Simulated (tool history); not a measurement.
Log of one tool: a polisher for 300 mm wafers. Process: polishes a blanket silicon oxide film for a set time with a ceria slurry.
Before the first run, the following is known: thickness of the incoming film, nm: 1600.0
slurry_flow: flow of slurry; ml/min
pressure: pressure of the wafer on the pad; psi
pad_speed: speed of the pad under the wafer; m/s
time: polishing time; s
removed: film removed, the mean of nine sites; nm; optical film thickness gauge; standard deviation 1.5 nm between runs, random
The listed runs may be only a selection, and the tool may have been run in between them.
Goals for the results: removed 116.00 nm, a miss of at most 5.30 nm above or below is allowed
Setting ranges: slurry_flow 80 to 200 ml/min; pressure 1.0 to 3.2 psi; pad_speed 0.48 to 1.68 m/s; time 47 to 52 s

Run 1, hour 0.0: slurry_flow 130 ml/min, pressure 2.1 psi, pad_speed 1.08 m/s, time 52 s. Result: removed 191.65 nm.
Run 2, hour 7.1: slurry_flow 130 ml/min, pressure 1.8 psi, pad_speed 1.06 m/s, time 52 s. Result: removed 176.49 nm.
Run 3, hour 8.1: slurry_flow 155 ml/min, pressure 1.8 psi, pad_speed 1.06 m/s, time 52 s. Result: removed 177.14 nm.
Run 4, hour 13.7: slurry_flow 155 ml/min, pressure 1.6 psi, pad_speed 1.00 m/s, time 52 s. Result: removed 152.44 nm.
Run 5, hour 21.1: slurry_flow 155 ml/min, pressure 1.6 psi, pad_speed 1.00 m/s, time 47 s. Result: removed 139.71 nm.
Run 6, hour 26.4: slurry_flow 155 ml/min, pressure 1.5 psi, pad_speed 1.00 m/s, time 47 s. Result: removed 133.80 nm.
Run 7, hour 30.2: slurry_flow 155 ml/min, pressure 1.4 psi, pad_speed 1.00 m/s, time 47 s. Result: removed 128.98 nm.
Run 8, hour 32.3: slurry_flow 155 ml/min, pressure 1.3 psi, pad_speed 1.00 m/s, time 47 s. Result: removed 123.13 nm.

Of the 5 settings listed for the next run, only one would bring every result within its allowed miss of target. Which one?
Run A, hour 34.4: slurry_flow 155 ml/min, pressure 1.4 psi, pad_speed 0.90 m/s, time 47 s. Result: removed ?.
Run B, hour 34.4: slurry_flow 155 ml/min, pressure 1.4 psi, pad_speed 0.74 m/s, time 52 s. Result: removed ?.
Run C, hour 34.4: slurry_flow 165 ml/min, pressure 1.1 psi, pad_speed 1.08 m/s, time 52 s. Result: removed ?.
Run D, hour 34.4: slurry_flow 175 ml/min, pressure 1.0 psi, pad_speed 0.96 m/s, time 47 s. Result: removed ?.
Run E, hour 34.4: slurry_flow 185 ml/min, pressure 1.0 psi, pad_speed 1.16 m/s, time 49 s. Result: removed ?.

move  removed
   A   116.18
   B   106.50
   C   134.51
   D   103.84
   E   130.93
A: each result inside its tolerance
B: carries the result that was furthest off beyond its target, to the other side
C: moves away from the targets compared with the last run
D: carries the result that was furthest off beyond its target, to the other side
E: moves away from the targets compared with the last run
Go with A: it meets all targets.
